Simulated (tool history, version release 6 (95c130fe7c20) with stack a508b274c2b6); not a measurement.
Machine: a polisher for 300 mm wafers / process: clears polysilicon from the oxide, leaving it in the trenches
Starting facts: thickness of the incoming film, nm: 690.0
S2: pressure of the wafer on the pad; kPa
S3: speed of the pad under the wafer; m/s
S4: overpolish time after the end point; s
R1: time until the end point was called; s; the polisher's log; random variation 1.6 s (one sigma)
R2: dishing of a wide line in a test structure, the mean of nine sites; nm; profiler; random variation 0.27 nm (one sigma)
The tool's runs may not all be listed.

run 1 hour=0 | flow_of_slurry_(ml/min)=270 S2=11 S3=1.04 S4=22 | R1=94.151 R2=34.349
run 2 hour=7.2 | flow_of_slurry_(ml/min)=275 S2=9.7 S3=1.04 S4=18 | R1=109.65 R2=34.001
run 3 hour=10.2 | flow_of_slurry_(ml/min)=275 S2=9.7 S3=1.24 S4=18 | R1=90.299 R2=33.725
run 4 hour=15.2 | flow_of_slurry_(ml/min)=240 S2=8.3 S3=1.26 S4=15 | R1=103.55 R2=32.496
run 5 hour=22.5 | flow_of_slurry_(ml/min)=180 S2=8.3 S3=1.26 S4=15 | R1=110.82 R2=32.979
run 6 hour=25.2 | flow_of_slurry_(ml/min)=250 S2=7.6 S3=1.2 S4=13 | R1=122.97 R2=30.967
run 7 hour=33.7 | flow_of_slurry_(ml/min)=300 S2=6.9 S3=1.22 S4=11 | R1=126.01 R2=29.539
run 8 hour=36.7 | flow_of_slurry_(ml/min)=335 S2=6.2 S3=1.22 S4=10 | R1=137.02 R2=27.237
run 9 hour=40.4 | flow_of_slurry_(ml/min)=360 S2=5.5 S3=1.24 S4=9 | R1=151.4 R2=24.965
run 10 hour=41.1 | flow_of_slurry_(ml/min)=375 S2=5.5 S3=1.26 S4=8 | R1=150.5 R2=23.928
run 11 hour=42.5 | flow_of_slurry_(ml/min)=385 S2=5.5 S3=1.26 S4=8 | R1=149.91 R2=24.118

The next listed run, before its measurement:
run 12 hour=47.7 | flow_of_slurry_(ml/min)=395 S2=5.5 S3=1.28 S4=8 | R1=? R2=?

Run 12 came out at R1 145.17 s, R2 24.037 nm.

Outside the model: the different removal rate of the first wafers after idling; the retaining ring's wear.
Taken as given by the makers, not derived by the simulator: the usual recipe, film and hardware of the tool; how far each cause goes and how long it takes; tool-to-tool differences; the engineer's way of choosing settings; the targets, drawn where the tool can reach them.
